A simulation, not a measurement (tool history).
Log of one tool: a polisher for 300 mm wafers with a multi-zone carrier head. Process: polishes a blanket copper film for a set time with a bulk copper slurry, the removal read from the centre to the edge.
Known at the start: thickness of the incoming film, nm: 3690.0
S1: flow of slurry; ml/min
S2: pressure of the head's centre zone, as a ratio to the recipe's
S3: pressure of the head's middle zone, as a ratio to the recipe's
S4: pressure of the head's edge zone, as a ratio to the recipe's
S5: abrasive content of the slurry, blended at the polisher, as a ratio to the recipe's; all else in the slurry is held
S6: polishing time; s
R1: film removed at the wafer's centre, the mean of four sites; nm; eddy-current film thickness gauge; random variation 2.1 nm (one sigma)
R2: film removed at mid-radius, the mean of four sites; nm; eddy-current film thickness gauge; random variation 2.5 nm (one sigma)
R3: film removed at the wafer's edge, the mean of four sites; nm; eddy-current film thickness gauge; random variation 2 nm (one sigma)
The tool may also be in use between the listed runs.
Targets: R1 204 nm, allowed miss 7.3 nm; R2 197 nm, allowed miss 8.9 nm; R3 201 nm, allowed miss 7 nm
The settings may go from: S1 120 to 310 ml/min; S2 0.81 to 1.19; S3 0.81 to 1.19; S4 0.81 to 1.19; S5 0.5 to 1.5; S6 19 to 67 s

Run 1, hour 0: S1 200 ml/min, S2 1, S3 1, S4 1, S5 1, S6 43 s. Result: R1 316.47 nm, R2 323.71 nm, R3 320.7 nm.
Run 2, hour 6.5: S1 200 ml/min, S2 1, S3 1, S4 1.06, S5 1, S6 43 s. Result: R1 315.93 nm, R2 318.75 nm, R3 325 nm.
Run 3, hour 10.4: S1 200 ml/min, S2 1, S3 0.99, S4 1.04, S5 0.9, S6 39 s. Result: R1 271.37 nm, R2 275.94 nm, R3 279.72 nm.
Run 4, hour 13.3: S1 200 ml/min, S2 1.01, S3 0.97, S4 1.02, S5 0.8, S6 38 s. Result: R1 265.25 nm, R2 254.95 nm, R3 262.47 nm.
Run 5, hour 18.9: S1 200 ml/min, S2 1.01, S3 0.97, S4 1.02, S5 0.8, S6 47 s. Result: R1 327.45 nm, R2 313.14 nm, R3 327.65 nm.
Run 6, hour 23.5: S1 200 ml/min, S2 1, S3 0.96, S4 1, S5 0.75, S6 44 s. Result: R1 297.95 nm, R2 293.75 nm, R3 295.58 nm.
Run 7, hour 26.2: S1 155 ml/min, S2 0.98, S3 0.86, S4 0.96, S5 0.5, S6 32 s. Result: R1 168.21 nm, R2 154.61 nm, R3 171.2 nm.
Run 8, hour 34.8: S1 180 ml/min, S2 0.98, S3 0.88, S4 0.96, S5 0.5, S6 32 s. Result: R1 172.46 nm, R2 162.7 nm, R3 172.85 nm.
Run 9, hour 40: S1 180 ml/min, S2 0.98, S3 0.88, S4 0.96, S5 0.5, S6 32 s. Result: R1 173.12 nm, R2 161.75 nm, R3 174.56 nm.

5 next moves are on the table. One of them brings every result within its allowed miss. Which?
Run A, hour 45.2: S1 210 ml/min, S2 1.18, S3 0.99, S4 0.81, S5 0.5, S6 30 s. Result: R1 ?, R2 ?, R3 ?.
Run B, hour 45.2: S1 205 ml/min, S2 1.01, S3 1.17, S4 0.82, S5 0.5, S6 32 s. Result: R1 ?, R2 ?, R3 ?.
Run C, hour 45.2: S1 190 ml/min, S2 0.84, S3 0.96, S4 0.84, S5 0.55, S6 31 s. Result: R1 ?, R2 ?, R3 ?.
Run D, hour 45.2: S1 175 ml/min, S2 0.92, S3 0.81, S4 1.03, S5 0.5, S6 27 s. Result: R1 ?, R2 ?, R3 ?.
Run E, hour 45.2: S1 195 ml/min, S2 0.96, S3 0.9, S4 0.89, S5 0.5, S6 38 s. Result: R1 ?, R2 ?, R3 ?.

move      R1      R2      R3
   A  198.27  170.64  150.56
   B  181.64   209.4  160.68
   C  152.63  177.94   164.1
   D  136.21  126.75  148.83
   E  203.47  197.73  197.62
A: brings the result that was furthest off to its target, and leaves another outside
B: further off than the last run
C: further off than the last run
D: further off than the last run
E: meets every target
Move E is the one to make.

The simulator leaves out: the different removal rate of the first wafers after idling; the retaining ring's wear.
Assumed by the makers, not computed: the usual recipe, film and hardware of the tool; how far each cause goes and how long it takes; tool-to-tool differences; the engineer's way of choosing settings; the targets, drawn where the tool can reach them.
